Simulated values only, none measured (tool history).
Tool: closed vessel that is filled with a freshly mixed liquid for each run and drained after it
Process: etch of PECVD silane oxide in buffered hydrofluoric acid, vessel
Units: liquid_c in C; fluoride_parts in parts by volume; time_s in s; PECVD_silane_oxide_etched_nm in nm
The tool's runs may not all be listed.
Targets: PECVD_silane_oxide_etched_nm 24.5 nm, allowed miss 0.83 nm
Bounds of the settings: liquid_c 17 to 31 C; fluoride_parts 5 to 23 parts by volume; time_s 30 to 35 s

run    day  liquid_c  fluoride_parts  time_s  PECVD_silane_oxide_etched_nm
  1      0        23              14      35                        41.401
  2  0.121        23              14      35                        40.472
  3  0.488        23              14      35                        41.457
  4  0.725        23              14      30                         34.97
  5  0.871      21.5              14      30                        32.614
  6  1.054      23.5              14      30                        36.538
  7   1.35        22            14.5      30                        32.642
  8  1.442        21            14.5      30                        30.373
  9   1.75        20            14.5      30                         28.79
 10  2.117      19.5            14.5      30                        28.283
 11  2.446        19            14.5      30                        27.112
 12  2.612      18.5            14.5      30                        26.708
 13  2.688        18            14.5      30                         26.02

Which of these 5 next moves meets every target?
  A  2.762        19            14.5      30                             ?
  B  2.762      19.5            16.5      35                             ?
  C  2.762        17            14.5      30                             ?
  D  2.762        17              13      30                             ?
  E  2.762      17.5            13.5      30                             ?

move  PECVD_silane_oxide_etched_nm
   A                         26.89
   B                        28.414
   C                        24.002
   D                         26.72
   E                        26.494
A: further off than the last run
B: further off than the last run
C: meets every target
D: further off than the last run
E: further off than the last run
Answer: C
